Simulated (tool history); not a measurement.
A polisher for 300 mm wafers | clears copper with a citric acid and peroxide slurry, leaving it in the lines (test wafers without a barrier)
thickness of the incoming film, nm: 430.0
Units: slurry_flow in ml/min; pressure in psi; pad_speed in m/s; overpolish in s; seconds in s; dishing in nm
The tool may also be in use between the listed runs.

{"run": 1, "day": 0.0, "slurry_flow": 160, "pressure": 3.7, "pad_speed": 1.38, "slurry_solids": 1.0, "overpolish": 12, "seconds": 119.83, "dishing": 32.006}
{"run": 2, "day": 0.058, "slurry_flow": 160, "pressure": 3.7, "pad_speed": 1.38, "slurry_solids": 0.85, "overpolish": 12, "seconds": 123.63, "dishing": 30.357}
{"run": 3, "day": 0.396, "slurry_flow": 160, "pressure": 3.8, "pad_speed": 1.38, "slurry_solids": 0.9, "overpolish": 13, "seconds": 120.71, "dishing": 34.338}
{"run": 4, "day": 0.733, "slurry_flow": 125, "pressure": 3.8, "pad_speed": 1.38, "slurry_solids": 0.9, "overpolish": 13, "seconds": 124.72, "dishing": 33.367}
{"run": 5, "day": 0.817, "slurry_flow": 125, "pressure": 3.9, "pad_speed": 1.38, "slurry_solids": 0.9, "overpolish": 14, "seconds": 120.93, "dishing": 35.738}
{"run": 6, "day": 1.179, "slurry_flow": 125, "pressure": 3.2, "pad_speed": 1.38, "slurry_solids": 0.9, "overpolish": 14, "seconds": 145.75, "dishing": 30.304}
{"run": 7, "day": 1.225, "slurry_flow": 125, "pressure": 3.4, "pad_speed": 1.38, "slurry_solids": 0.9, "overpolish": 14, "seconds": 138.65, "dishing": 32.14}

The next listed run, before its measurement:
{"run": 8, "day": 1.358, "slurry_flow": 125, "pressure": 3.6, "pad_speed": 1.38, "slurry_solids": 0.9, "overpolish": 14, "seconds": "?", "dishing": "?"}

seconds: 132.67 s
dishing: 33.568 nm
